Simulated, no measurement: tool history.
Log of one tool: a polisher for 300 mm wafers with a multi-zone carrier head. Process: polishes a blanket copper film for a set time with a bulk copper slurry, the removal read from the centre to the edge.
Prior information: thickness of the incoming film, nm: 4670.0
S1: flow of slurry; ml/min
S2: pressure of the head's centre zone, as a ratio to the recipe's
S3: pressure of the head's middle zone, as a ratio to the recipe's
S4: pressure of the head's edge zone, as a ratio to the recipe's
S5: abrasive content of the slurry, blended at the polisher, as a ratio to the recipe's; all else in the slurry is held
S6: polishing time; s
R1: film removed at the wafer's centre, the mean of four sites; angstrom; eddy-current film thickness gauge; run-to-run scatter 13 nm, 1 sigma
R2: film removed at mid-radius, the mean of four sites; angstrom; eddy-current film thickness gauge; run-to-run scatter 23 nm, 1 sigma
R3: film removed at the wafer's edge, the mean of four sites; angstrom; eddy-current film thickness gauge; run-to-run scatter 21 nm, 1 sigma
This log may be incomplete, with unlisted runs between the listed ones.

Run 1, hour 0.0: S1 250 ml/min, S2 1.00, S3 1.00, S4 1.00, S5 1.00, S6 78 s. Result: R1 11195 angstrom, R2 11638 angstrom, R3 11656 angstrom.
Run 2, hour 5.9: S1 250 ml/min, S2 1.00, S3 1.00, S4 1.00, S5 0.80, S6 78 s. Result: R1 11049 angstrom, R2 11133 angstrom, R3 11200 angstrom.
Run 3, hour 13.7: S1 255 ml/min, S2 1.01, S3 1.01, S4 1.02, S5 0.90, S6 80 s. Result: R1 11578 angstrom, R2 11922 angstrom, R3 11573 angstrom.
Run 4, hour 15.8: S1 255 ml/min, S2 1.01, S3 1.01, S4 1.02, S5 0.80, S6 80 s. Result: R1 11348 angstrom, R2 11485 angstrom, R3 11579 angstrom.
Run 5, hour 20.9: S1 255 ml/min, S2 1.01, S3 1.01, S4 1.05, S5 0.80, S6 80 s. Result: R1 11300 angstrom, R2 11834 angstrom, R3 11688 angstrom.
Run 6, hour 27.8: S1 255 ml/min, S2 1.01, S3 1.01, S4 1.05, S5 0.65, S6 80 s. Result: R1 11084 angstrom, R2 11396 angstrom, R3 11217 angstrom.
Run 7, hour 34.2: S1 255 ml/min, S2 1.02, S3 1.01, S4 1.06, S5 0.75, S6 82 s. Result: R1 11744 angstrom, R2 11646 angstrom, R3 11990 angstrom.
Run 8, hour 34.9: S1 255 ml/min, S2 1.03, S3 1.03, S4 1.07, S5 0.85, S6 83 s. Result: R1 12083 angstrom, R2 12441 angstrom, R3 12484 angstrom.
Run 9, hour 39.4: S1 255 ml/min, S2 1.04, S3 1.04, S4 1.08, S5 0.95, S6 84 s. Result: R1 12577 angstrom, R2 12526 angstrom, R3 12376 angstrom.
Run 10, hour 45.8: S1 260 ml/min, S2 1.03, S3 1.04, S4 1.08, S5 1.00, S6 86 s. Result: R1 12886 angstrom, R2 13077 angstrom, R3 13504 angstrom.
Run 11, hour 53.5: S1 270 ml/min, S2 1.03, S3 1.06, S4 1.08, S5 1.05, S6 87 s. Result: R1 13283 angstrom, R2 13940 angstrom, R3 13212 angstrom.
Run 12, hour 59.0: S1 275 ml/min, S2 1.03, S3 1.06, S4 1.09, S5 1.10, S6 88 s. Result: R1 13435 angstrom, R2 14158 angstrom, R3 13860 angstrom.
Run 13, hour 67.1: S1 280 ml/min, S2 1.03, S3 1.06, S4 1.10, S5 1.15, S6 89 s. Result: R1 13821 angstrom, R2 14280 angstrom, R3 13700 angstrom.
Run 14, hour 68.2: S1 270 ml/min, S2 1.03, S3 1.07, S4 1.10, S5 1.20, S6 90 s. Result: R1 14053 angstrom, R2 14585 angstrom, R3 14196 angstrom.

Run 15 is up next; what results do you expect?
Run 15, hour 74.5: S1 270 ml/min, S2 1.02, S3 1.07, S4 1.11, S5 1.25, S6 91 s. Result: R1 ?, R2 ?, R3 ?.

{"run 15": {"R1": 14065, "R2": 15060, "R3": 14296}}
